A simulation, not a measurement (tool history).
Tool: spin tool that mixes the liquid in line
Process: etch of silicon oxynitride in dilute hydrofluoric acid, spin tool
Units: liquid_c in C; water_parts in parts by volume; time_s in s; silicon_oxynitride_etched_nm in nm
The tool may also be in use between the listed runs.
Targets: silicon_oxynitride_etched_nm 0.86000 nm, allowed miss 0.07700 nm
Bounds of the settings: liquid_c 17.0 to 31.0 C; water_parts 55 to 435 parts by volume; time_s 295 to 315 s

run,hour,liquid_c,water_parts,time_s,silicon_oxynitride_etched_nm
1,0.0,23.0,245,295,1.44870
2,3.3,23.0,200,295,1.77750
3,10.8,23.0,200,315,2.00710
4,16.2,25.5,200,315,2.23220
5,22.3,25.5,160,315,2.94470
6,30.8,24.0,200,310,2.17710
7,32.9,23.0,235,305,1.62790
8,40.8,22.0,260,305,1.38450
9,47.4,22.0,260,305,1.36910
10,51.4,22.0,260,305,1.34880
11,55.1,21.0,275,305,1.19160

4 next moves are on the table. One of them brings every result within its allowed miss. Which?
A,58.8,23.5,245,315,?
B,58.8,18.5,255,315,?
C,58.8,23.5,275,315,?
D,58.8,21.5,355,295,?

move,silicon_oxynitride_etched_nm
A,1.60010
B,1.22040
C,1.39620
D,0.88309
A: further off than the last run
B: further off than the last run
C: further off than the last run
D: meets every target
The right move is D.
